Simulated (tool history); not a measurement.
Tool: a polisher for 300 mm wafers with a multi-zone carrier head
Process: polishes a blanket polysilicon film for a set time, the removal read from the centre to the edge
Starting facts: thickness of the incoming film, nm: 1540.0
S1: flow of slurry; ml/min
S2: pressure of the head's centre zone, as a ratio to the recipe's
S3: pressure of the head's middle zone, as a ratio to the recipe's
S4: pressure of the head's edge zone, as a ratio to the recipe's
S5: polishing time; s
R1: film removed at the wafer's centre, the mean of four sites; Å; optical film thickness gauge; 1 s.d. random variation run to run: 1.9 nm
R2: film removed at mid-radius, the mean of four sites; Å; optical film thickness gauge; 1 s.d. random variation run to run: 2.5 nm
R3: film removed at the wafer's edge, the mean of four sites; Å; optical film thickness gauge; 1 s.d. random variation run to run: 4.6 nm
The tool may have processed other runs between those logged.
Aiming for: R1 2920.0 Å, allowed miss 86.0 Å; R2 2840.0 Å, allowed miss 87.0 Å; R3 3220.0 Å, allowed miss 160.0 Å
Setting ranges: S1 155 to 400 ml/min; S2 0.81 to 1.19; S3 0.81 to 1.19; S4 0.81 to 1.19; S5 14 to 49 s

run	day	S1	S2	S3	S4	S5	R1	R2	R3
1	0.000	255	1.00	1.00	1.00	31	2077.4	2057.3	2038.1
2	0.088	255	1.00	0.99	1.02	33	2216.9	2155.2	2218.8
3	0.354	255	1.00	0.99	1.04	34	2297.4	2214.1	2315.5
4	0.608	255	1.00	1.00	1.06	35	2314.2	2276.7	2384.4
5	0.733	255	1.00	1.00	1.07	36	2413.0	2391.5	2475.1
6	1.054	255	1.04	1.00	1.07	36	2514.2	2406.4	2484.8
7	1.338	255	1.04	1.00	1.08	37	2545.2	2409.0	2533.6
8	1.629	270	0.99	1.01	1.18	45	2991.9	2989.1	3262.3
9	1.712	270	0.99	1.00	1.18	45	2997.9	2994.4	3337.9

Next run, 5 choices. One meets every target within its allowed miss, the rest don't. Which?
A	1.796	265	1.02	1.03	1.16	45	?	?	?
B	1.796	235	0.98	0.96	1.17	45	?	?	?
C	1.796	255	0.97	1.06	1.18	45	?	?	?
D	1.796	245	0.97	0.87	1.19	49	?	?	?
E	1.796	270	0.88	0.81	1.19	49	?	?	?

move	R1	R2	R3
A	3040.3	3052.5	3227.5
B	2868.9	2838.9	3206.8
C	2875.6	3111.0	3243.4
D	3109.3	2874.0	3542.1
E	2855.6	2751.9	3577.8
A: the biggest miss grows against the last run
B: in spec on every target
C: the biggest miss grows against the last run
D: brings the last run's worst result on target, with another outside its allowed miss
E: takes the result that was furthest off past its target
Answer: B
